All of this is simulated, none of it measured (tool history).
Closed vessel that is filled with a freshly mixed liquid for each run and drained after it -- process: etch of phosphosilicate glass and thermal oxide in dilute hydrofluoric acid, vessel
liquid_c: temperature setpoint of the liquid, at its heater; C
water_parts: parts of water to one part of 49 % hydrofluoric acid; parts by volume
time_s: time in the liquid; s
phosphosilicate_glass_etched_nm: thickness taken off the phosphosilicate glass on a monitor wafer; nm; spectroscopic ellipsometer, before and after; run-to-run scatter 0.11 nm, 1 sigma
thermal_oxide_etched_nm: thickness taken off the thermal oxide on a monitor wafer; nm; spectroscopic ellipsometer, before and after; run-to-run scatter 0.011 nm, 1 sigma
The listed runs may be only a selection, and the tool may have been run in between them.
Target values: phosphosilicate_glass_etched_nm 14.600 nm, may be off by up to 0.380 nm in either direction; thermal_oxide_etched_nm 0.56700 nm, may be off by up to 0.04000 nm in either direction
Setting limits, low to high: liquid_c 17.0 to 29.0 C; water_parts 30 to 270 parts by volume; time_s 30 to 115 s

run    day  liquid_c  water_parts  time_s  phosphosilicate_glass_etched_nm  thermal_oxide_etched_nm
  1  0.000      21.0          150      60                           36.520                  1.40000
  2  0.150      21.0          175      60                           30.909                  1.23330
  3  0.354      20.5          190      60                           27.161                  1.04780
  4  0.383      20.5          190      35                           15.947                  0.59613
  5  0.462      20.0          190      35                           15.553                  0.61676
  6  0.700      20.0          230      35                           12.449                  0.48433
  7  0.804      20.5          230      35                           12.626                  0.48330
  8  1.054      21.0          230      35                           13.023                  0.49236
  9  1.079      21.5          225      35                           13.542                  0.52711
 10  1.329      22.0          225      35                           13.629                  0.54938
 11  1.546      22.0          220      35                           14.065                  0.56451
 12  1.692      22.0          220      35                           14.052                  0.56204

Which single option among these 5 for the next run brings every result within its allowed miss of target? Just one does.
  A  1.838      18.5          205      35                                ?                        ?
  B  1.838      26.0          235      30                                ?                        ?
  C  1.838      17.5          195      35                                ?                        ?
  D  1.838      23.5          250      40                                ?                        ?
  E  1.838      20.0          215      35                                ?                        ?

move  phosphosilicate_glass_etched_nm  thermal_oxide_etched_nm
   A                           13.383                  0.51314
   B                           12.833                  0.49205
   C                           13.652                  0.52346
   D                           14.484                  0.55534
   E                           13.395                  0.51359
A: the biggest miss grows against the last run
B: the biggest miss grows against the last run
C: the biggest miss grows against the last run
D: hits every target within its allowed miss
E: the biggest miss grows against the last run
Move D is the one to make.

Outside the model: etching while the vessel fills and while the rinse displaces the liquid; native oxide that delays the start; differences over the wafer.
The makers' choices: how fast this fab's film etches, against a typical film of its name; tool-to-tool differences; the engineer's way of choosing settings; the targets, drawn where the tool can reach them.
